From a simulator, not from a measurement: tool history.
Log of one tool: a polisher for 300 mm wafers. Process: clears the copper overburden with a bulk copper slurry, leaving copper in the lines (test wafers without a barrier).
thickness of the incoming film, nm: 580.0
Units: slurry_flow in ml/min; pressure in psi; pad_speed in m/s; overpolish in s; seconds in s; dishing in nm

run,day,slurry_flow,pressure,pad_speed,slurry_solids,overpolish,seconds,dishing
1,0,310,2.7,0.84,1,21,68.426,75.77
2,0.346,310,2.5,0.82,1,24,79.274,76.953
3,0.712,310,2.5,0.94,1,24,69.032,80.752
4,0.771,310,2.2,0.94,1,24,76.813,74.639
5,0.938,310,2.2,0.94,1.1,24,78.488,78.102
6,1.312,310,2.2,0.74,1.1,24,95.891,68.168
7,1.642,310,2.2,0.74,1.1,25,95.679,69.539

The next listed run, before its measurement:
8,1.788,310,2.2,0.74,1.1,26,?,?

{"run 8": {"seconds": 95.425, "dishing": 71.463}}
